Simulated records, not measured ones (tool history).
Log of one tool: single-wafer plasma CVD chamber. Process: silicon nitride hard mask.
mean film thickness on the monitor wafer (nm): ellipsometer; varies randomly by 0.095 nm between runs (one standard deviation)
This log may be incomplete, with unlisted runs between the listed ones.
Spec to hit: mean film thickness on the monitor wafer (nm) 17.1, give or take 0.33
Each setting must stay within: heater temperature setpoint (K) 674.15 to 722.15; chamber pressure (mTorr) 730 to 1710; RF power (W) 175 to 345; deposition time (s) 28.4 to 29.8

run    day  heater temperature setpoint (K)  chamber pressure (mTorr)  RF power (W)  deposition time (s)  mean film thickness on the monitor wafer (nm)
  1      0                           698.15                      1220           260                 29.8                                         25.924
  2  0.233                           693.15                      1220           260                 29.8                                         26.112
  3  0.275                           700.15                      1220           260                 29.8                                         26.011
  4  0.508                           704.15                      1120           245                 29.5                                         23.533
  5  0.721                           704.15                      1120           245                 28.4                                         22.563
  6  0.854                           704.15                      1120           245                 29.8                                         24.113
  7   1.05                           704.15                      1050           230                 29.5                                         21.865
  8  1.108                           704.15                       990           220                 29.5                                         20.404
  9  1.471                           704.15                       940           215                 29.5                                         19.539
 10  1.746                           704.15                       900           215                 29.5                                         19.367
 11  2.067                           704.15                       870           210                 29.5                                         18.675
 12  2.096                           704.15                       840           210                 29.5                                         18.757
 13  2.362                           704.15                       820           205                 29.5                                         17.913

Below are 4 possible settings for the next run. Only one of them brings all results inside the allowed miss of their targets. Which is it?
  A  2.629                           709.15                       930           205                 29.8                                              ?
  B  2.629                           689.15                       730           210                 29.1                                              ?
  C  2.629                           722.15                       730           220                   29                                              ?
  D  2.629                           699.15                       910           190                 29.8                                              ?

move  mean film thickness on the monitor wafer (nm)
   A                                         18.642
   B                                          17.67
   C                                         18.226
   D                                          16.98
A: moves away from the targets compared with the last run
B: gains on the last run, yet a result remains outside its allowed miss
C: moves away from the targets compared with the last run
D: meets every target
The move that meets every target is D.
